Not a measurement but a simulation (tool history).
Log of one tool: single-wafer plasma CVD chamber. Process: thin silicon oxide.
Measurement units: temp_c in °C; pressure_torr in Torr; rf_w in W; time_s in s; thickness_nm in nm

| run | day | temp_c | pressure_torr | rf_w | time_s | thickness_nm |
|---|---|---|---|---|---|---|
| 1 | 0 | 405 | 0.845 | 255 | 7.9 | 13.132 |
| 2 | 0.125 | 405 | 0.723 | 255 | 7.9 | 11.695 |
| 3 | 0.375 | 405 | 0.723 | 275 | 7.9 | 12.223 |
| 4 | 0.688 | 405 | 0.699 | 275 | 7.9 | 11.894 |
| 5 | 1.05 | 405 | 0.68 | 275 | 7.9 | 11.635 |
| 6 | 1.208 | 416 | 0.68 | 275 | 7.9 | 11.49 |
| 7 | 1.529 | 416 | 0.667 | 275 | 7.9 | 11.376 |
| 8 | 1.8 | 416 | 0.655 | 275 | 7.9 | 11.162 |

The next listed run, before its measurement:
| 9 | 1.871 | 416 | 0.647 | 275 | 7.9 | ? |

Run 9 yielded thickness_nm 11.099 nm.
